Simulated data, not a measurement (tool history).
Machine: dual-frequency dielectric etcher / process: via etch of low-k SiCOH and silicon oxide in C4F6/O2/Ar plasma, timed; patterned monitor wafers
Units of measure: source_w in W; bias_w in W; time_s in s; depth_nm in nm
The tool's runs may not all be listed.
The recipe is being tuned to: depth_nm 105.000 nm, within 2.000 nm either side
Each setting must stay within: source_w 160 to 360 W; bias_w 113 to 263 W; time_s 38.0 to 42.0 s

{"run": 1, "hour": 0.0, "source_w": 260, "bias_w": 188, "time_s": 42.0, "depth_nm": 93.619}
{"run": 2, "hour": 2.9, "source_w": 270, "bias_w": 191, "time_s": 42.0, "depth_nm": 95.992}
{"run": 3, "hour": 7.4, "source_w": 250, "bias_w": 191, "time_s": 42.0, "depth_nm": 93.543}
{"run": 4, "hour": 14.8, "source_w": 270, "bias_w": 194, "time_s": 42.0, "depth_nm": 96.534}
{"run": 5, "hour": 19.1, "source_w": 240, "bias_w": 194, "time_s": 42.0, "depth_nm": 92.633}
{"run": 6, "hour": 23.4, "source_w": 240, "bias_w": 166, "time_s": 42.0, "depth_nm": 85.568}
{"run": 7, "hour": 25.4, "source_w": 260, "bias_w": 170, "time_s": 42.0, "depth_nm": 89.804}
{"run": 8, "hour": 30.0, "source_w": 280, "bias_w": 172, "time_s": 42.0, "depth_nm": 93.032}
{"run": 9, "hour": 38.1, "source_w": 290, "bias_w": 174, "time_s": 42.0, "depth_nm": 93.175}
{"run": 10, "hour": 43.6, "source_w": 300, "bias_w": 179, "time_s": 42.0, "depth_nm": 97.347}
{"run": 11, "hour": 49.3, "source_w": 310, "bias_w": 180, "time_s": 42.0, "depth_nm": 97.874}
{"run": 12, "hour": 50.6, "source_w": 360, "bias_w": 200, "time_s": 42.0, "depth_nm": 110.7}
{"run": 13, "hour": 57.1, "source_w": 350, "bias_w": 199, "time_s": 42.0, "depth_nm": 108.84}
{"run": 14, "hour": 60.2, "source_w": 350, "bias_w": 198, "time_s": 42.0, "depth_nm": 107.32}
{"run": 15, "hour": 67.4, "source_w": 350, "bias_w": 197, "time_s": 42.0, "depth_nm": 107.29}

Exercise: of the 4 proposed moves below, exactly one satisfies all targets within the stated allowed misses. Which move is it?
{"run": "A", "hour": 74.6, "source_w": 360, "bias_w": 200, "time_s": 38.5, "depth_nm": "?"}
{"run": "B", "hour": 74.6, "source_w": 360, "bias_w": 199, "time_s": 38.5, "depth_nm": "?"}
{"run": "C", "hour": 74.6, "source_w": 340, "bias_w": 190, "time_s": 41.0, "depth_nm": "?"}
{"run": "D", "hour": 74.6, "source_w": 350, "bias_w": 207, "time_s": 40.0, "depth_nm": "?"}

move=A depth_nm=100.530
move=B depth_nm=100.290
move=C depth_nm=102.240
move=D depth_nm=105.070
A: takes the biggest miss from the last run beyond its target
B: takes the biggest miss from the last run beyond its target
C: takes the biggest miss from the last run beyond its target
D: hits every target within its allowed miss
The right move is D.
